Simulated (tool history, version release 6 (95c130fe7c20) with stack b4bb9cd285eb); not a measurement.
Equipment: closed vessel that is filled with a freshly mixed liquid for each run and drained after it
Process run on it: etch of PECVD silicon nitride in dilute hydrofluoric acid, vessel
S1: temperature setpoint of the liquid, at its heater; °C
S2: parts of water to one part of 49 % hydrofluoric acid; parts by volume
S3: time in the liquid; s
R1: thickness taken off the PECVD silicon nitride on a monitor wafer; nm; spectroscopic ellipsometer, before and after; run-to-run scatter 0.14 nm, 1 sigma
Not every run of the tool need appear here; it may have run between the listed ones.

{"run": 1, "day": 0.0, "S1": 22.0, "S2": 80, "S3": 965, "R1": 17.111}
{"run": 2, "day": 0.142, "S1": 22.0, "S2": 80, "S3": 755, "R1": 13.304}
{"run": 3, "day": 0.292, "S1": 19.5, "S2": 80, "S3": 755, "R1": 11.216}
{"run": 4, "day": 0.446, "S1": 19.5, "S2": 80, "S3": 755, "R1": 11.141}
{"run": 5, "day": 0.712, "S1": 21.5, "S2": 80, "S3": 755, "R1": 12.963}
{"run": 6, "day": 0.979, "S1": 21.5, "S2": 80, "S3": 965, "R1": 16.37}
{"run": 7, "day": 1.158, "S1": 22.5, "S2": 80, "S3": 965, "R1": 17.615}
{"run": 8, "day": 1.433, "S1": 23.5, "S2": 80, "S3": 965, "R1": 18.894}

What does the tool deliver on the next run?
{"run": 9, "day": 1.675, "S1": 24.0, "S2": 80, "S3": 965, "R1": "?"}

{"run 9": {"R1": 19.288}}

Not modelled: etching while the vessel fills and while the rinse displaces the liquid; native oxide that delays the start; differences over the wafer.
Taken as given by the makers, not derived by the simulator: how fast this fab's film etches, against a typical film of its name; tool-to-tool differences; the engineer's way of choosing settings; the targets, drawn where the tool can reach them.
